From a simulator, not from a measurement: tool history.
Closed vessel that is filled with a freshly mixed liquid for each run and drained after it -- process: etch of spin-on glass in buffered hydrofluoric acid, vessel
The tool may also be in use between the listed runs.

run,day,temperature setpoint of the liquid (°C),parts of 40 % ammonium fluoride to one part of 49 % hydrofluoric acid (parts by volume),time in the liquid (s),thickness taken off the spin-on glass on a monitor wafer (angstrom)
1,0.000,23.0,7.5,85,5075.5
2,0.312,21.5,8.0,85,4388.4
3,0.412,24.0,8.0,85,4969.9
4,0.600,20.5,8.0,85,4118.4
5,0.808,19.5,8.0,85,3924.1
6,1.058,19.5,8.0,90,4152.5
7,1.312,19.0,8.5,90,3739.2
8,1.600,18.5,8.5,90,3656.8
9,1.888,18.0,8.5,90,3553.8
10,1.992,17.5,9.0,90,3237.8

What will run 11 give?
11,2.242,17.0,9.0,90,?

{"run 11": {"thickness taken off the spin-on glass on a monitor wafer (angstrom)": 3164.7}}
